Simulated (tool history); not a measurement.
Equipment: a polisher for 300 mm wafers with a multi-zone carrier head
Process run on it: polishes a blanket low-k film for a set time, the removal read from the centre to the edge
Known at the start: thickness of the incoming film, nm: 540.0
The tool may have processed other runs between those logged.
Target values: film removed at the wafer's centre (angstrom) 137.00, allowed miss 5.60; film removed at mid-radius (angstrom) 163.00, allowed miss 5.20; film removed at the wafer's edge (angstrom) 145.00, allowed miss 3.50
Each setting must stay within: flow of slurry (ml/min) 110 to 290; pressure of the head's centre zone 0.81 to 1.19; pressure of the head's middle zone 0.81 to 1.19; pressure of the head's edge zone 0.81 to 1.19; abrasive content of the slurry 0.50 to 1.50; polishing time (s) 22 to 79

run  hour  flow of slurry (ml/min)  pressure of the head's centre zone  pressure of the head's middle zone  pressure of the head's edge zone  abrasive content of the slurry  polishing time (s)  film removed at the wafer's centre (angstrom)  film removed at mid-radius (angstrom)  film removed at the wafer's edge (angstrom)
  1   0.0                      185                                1.00                                1.00                              1.00                            1.00                  50                                         205.60                                 203.23                                       204.85
  2   5.2                      185                                1.00                                1.00                              1.00                            1.15                  50                                         212.47                                 213.24                                       217.37
  3  12.6                      180                                0.98                                1.00                              0.98                            1.05                  50                                         203.67                                 204.71                                       208.78
  4  15.5                      180                                0.98                                1.00                              1.06                            1.05                  50                                         199.64                                 208.52                                       215.63
  5  20.4                      155                                0.98                                1.00                              1.06                            1.05                  50                                         199.50                                 200.38                                       214.01
  6  22.2                      165                                0.97                                1.01                              1.04                            1.00                  49                                         194.29                                 196.43                                       203.95
  7  29.1                      180                                0.95                                1.02                              1.04                            0.95                  48                                         179.76                                 196.12                                       197.30
  8  37.9                      185                                0.94                                1.02                              1.02                            0.90                  48                                         179.49                                 184.79                                       193.03
  9  39.4                      200                                0.93                                1.04                              1.01                            0.85                  47                                         167.94                                 187.44                                       182.51
 10  42.0                      200                                0.92                                1.05                              0.99                            0.80                  47                                         166.79                                 180.58                                       174.40
 11  50.5                      200                                0.91                                1.06                              0.98                            0.75                  47                                         157.53                                 176.75                                       168.70
 12  58.5                      195                                0.90                                1.07                              0.96                            0.75                  47                                         151.27                                 176.15                                       167.29
 13  63.0                      190                                0.91                                1.08                              0.94                            0.75                  47                                         154.39                                 181.98                                       163.82
 14  71.8                      185                                0.90                                1.07                              0.92                            0.75                  47                                         155.48                                 175.53                                       161.83
 15  74.8                      180                                0.89                                1.07                              0.91                            0.75                  47                                         152.96                                 176.44                                       161.70
 16  80.2                      180                                0.89                                1.07                              0.91                            0.75                  47                                         146.59                                 175.44                                       160.94
 17  85.8                      175                                0.89                                1.07                              0.90                            0.75                  47                                         147.51                                 173.72                                       159.10
 18  91.9                      175                                0.89                                1.07                              0.90                            0.75                  47                                         149.68                                 177.58                                       160.08
 19  92.9                      175                                0.89                                1.07                              0.89                            0.75                  47                                         148.59                                 172.68                                       160.17
 20  99.2                      170                                0.89                                1.07                              0.88                            0.75                  47                                         146.42                                 175.02                                       159.49

Which one of the following 4 next-run settings gets every result inside its allowed miss? There is exactly one.
  A  105.5                      135                                0.92                                1.11                              0.92                            0.90                  40                                              ?                                      ?                                            ?
  B  105.5                      190                                0.88                                1.00                              0.87                            0.60                  52                                              ?                                      ?                                            ?
  C  105.5                      245                                1.06                                1.09                              0.86                            0.65                  42                                              ?                                      ?                                            ?
  D  105.5                      175                                0.90                                0.99                              0.89                            0.75                  43                                              ?                                      ?                                            ?

move  film removed at the wafer's centre (angstrom)  film removed at mid-radius (angstrom)  film removed at the wafer's edge (angstrom)
   A                                         136.89                                 161.67                                       145.01
   B                                         147.25                                 164.65                                       155.54
   C                                         151.22                                 153.55                                       133.07
   D                                         137.71                                 149.89                                       144.72
A: hits every target within its allowed miss
B: better than the last run, though not everything is in spec
C: pushes the last run's worst result past its target
D: the furthest-off result lands on target, but another misses its tolerance
Correct choice: A, which meets every target
